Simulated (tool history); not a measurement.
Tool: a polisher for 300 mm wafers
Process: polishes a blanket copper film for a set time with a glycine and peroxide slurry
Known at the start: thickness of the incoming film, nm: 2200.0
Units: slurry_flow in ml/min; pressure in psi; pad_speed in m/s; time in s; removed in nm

run,hour,slurry_flow,pressure,pad_speed,time,removed
1,0.0,210,3.1,1.12,44,278.02
2,8.6,210,3.1,1.12,44,280.67
3,17.2,210,2.9,1.10,44,266.62
4,19.1,210,2.9,1.36,44,323.12
5,23.1,210,2.7,1.30,44,290.03
6,27.6,210,2.5,1.26,44,270.36
7,35.4,210,2.3,1.22,44,249.26
8,42.0,210,2.2,1.18,44,242.36
9,49.3,210,2.1,1.14,44,220.32
10,54.4,210,2.0,1.12,44,218.09
11,56.0,210,1.9,1.10,44,212.92
12,58.6,210,1.8,1.08,44,199.80

Forecast run 13:
13,61.6,210,1.7,1.06,44,?

Run 13 gave removed 193.33 nm.
